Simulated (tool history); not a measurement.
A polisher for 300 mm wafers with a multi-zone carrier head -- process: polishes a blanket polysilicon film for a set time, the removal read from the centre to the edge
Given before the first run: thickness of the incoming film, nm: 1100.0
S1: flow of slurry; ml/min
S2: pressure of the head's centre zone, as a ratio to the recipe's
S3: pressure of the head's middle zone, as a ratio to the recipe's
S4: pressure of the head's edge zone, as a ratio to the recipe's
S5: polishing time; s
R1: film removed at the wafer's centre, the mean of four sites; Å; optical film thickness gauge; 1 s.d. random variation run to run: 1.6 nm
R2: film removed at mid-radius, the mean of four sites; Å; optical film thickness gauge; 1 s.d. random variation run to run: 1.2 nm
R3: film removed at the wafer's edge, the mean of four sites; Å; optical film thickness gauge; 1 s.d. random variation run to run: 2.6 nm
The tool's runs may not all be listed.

{"run": 1, "hour": 0.0, "S1": 145, "S2": 1, "S3": 1, "S4": 1, "S5": 45, "R1": 3113.6, "R2": 3148.4, "R3": 3175.8}
{"run": 2, "hour": 6.2, "S1": 135, "S2": 0.96, "S3": 0.96, "S4": 0.98, "S5": 42, "R1": 2817.1, "R2": 2833.6, "R3": 2928.3}
{"run": 3, "hour": 8.1, "S1": 115, "S2": 0.96, "S3": 0.96, "S4": 0.98, "S5": 42, "R1": 2668.5, "R2": 2711.7, "R3": 2906.4}
{"run": 4, "hour": 14.7, "S1": 110, "S2": 0.93, "S3": 0.94, "S4": 0.97, "S5": 39, "R1": 2334.3, "R2": 2487.1, "R3": 2611}
{"run": 5, "hour": 21.8, "S1": 105, "S2": 0.92, "S3": 0.91, "S4": 0.97, "S5": 38, "R1": 2267.8, "R2": 2325.1, "R3": 2462.6}
{"run": 6, "hour": 27.9, "S1": 105, "S2": 0.92, "S3": 0.91, "S4": 0.93, "S5": 38, "R1": 2226.9, "R2": 2317.8, "R3": 2459.7}

Run 7, settings as shown, results not yet in. Your forecast:
{"run": 7, "hour": 33.0, "S1": 100, "S2": 0.9, "S3": 0.89, "S4": 0.95, "S5": 37, "R1": "?", "R2": "?", "R3": "?"}

R1: 2110.8 Å
R2: 2190.1 Å
R3: 2358.4 Å
